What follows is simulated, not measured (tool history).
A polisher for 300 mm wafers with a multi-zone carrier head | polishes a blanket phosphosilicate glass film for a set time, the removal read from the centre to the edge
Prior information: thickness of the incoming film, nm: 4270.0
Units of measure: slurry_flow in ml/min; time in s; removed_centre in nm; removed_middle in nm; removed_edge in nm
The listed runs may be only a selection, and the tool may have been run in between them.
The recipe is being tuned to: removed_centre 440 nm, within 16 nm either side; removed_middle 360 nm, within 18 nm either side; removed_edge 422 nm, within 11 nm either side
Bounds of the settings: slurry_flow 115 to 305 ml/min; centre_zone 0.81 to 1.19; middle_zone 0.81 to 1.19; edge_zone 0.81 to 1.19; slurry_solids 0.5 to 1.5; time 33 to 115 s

run,hour,slurry_flow,centre_zone,middle_zone,edge_zone,slurry_solids,time,removed_centre,removed_middle,removed_edge
1,0,195,1,1,1,1,73,626.52,641.48,659.75
2,7.3,195,1,1,1,1,65,576.37,597.24,589.9
3,9.7,180,1.02,0.95,1,0.85,63,512.87,489.89,531.8
4,11,175,1.03,0.92,0.96,0.75,63,502.27,445.93,493.71
5,18.9,175,1.03,0.92,1.03,0.75,63,496.4,452.37,506.65
6,24.6,175,1.08,0.92,1.03,0.75,63,520.74,453.59,508.66
7,26.4,170,1.06,0.9,0.99,0.7,63,492.87,422.07,476.98
8,28.4,160,1.05,0.88,0.96,0.7,63,474.55,408.42,469.64
9,30.8,155,1.05,0.87,0.93,0.7,63,476.33,413.77,450.76
10,37.8,155,1.05,0.85,0.93,0.65,63,451.21,380.56,444.76
11,39.4,150,1.06,0.84,0.92,0.65,63,453.57,377.97,438.5
12,44.4,145,1.06,0.83,0.91,0.65,63,448.34,373.58,435.35

Below are 5 possible settings for the next run. Only one of them brings all results inside the allowed miss of their targets. Which is it?
A,49.4,145,1.09,0.87,0.94,0.65,65,?,?,?
B,49.4,180,1.05,0.81,0.9,0.65,59,?,?,?
C,49.4,150,1.12,0.9,0.95,0.5,72,?,?,?
D,49.4,205,1.02,0.82,1.03,0.65,58,?,?,?
E,49.4,145,1.11,0.83,0.84,0.6,62,?,?,?

move,removed_centre,removed_middle,removed_edge
A,482.79,400.41,456.08
B,443.3,358.24,419.12
C,484.75,401.75,446.09
D,433.58,363.41,446.16
E,450.47,353.03,397.26
A: further off than the last run
B: in spec on every target
C: further off than the last run
D: further off than the last run
E: the result that was furthest off in the last run now lies on the other side of its target
The move that meets every target is B.
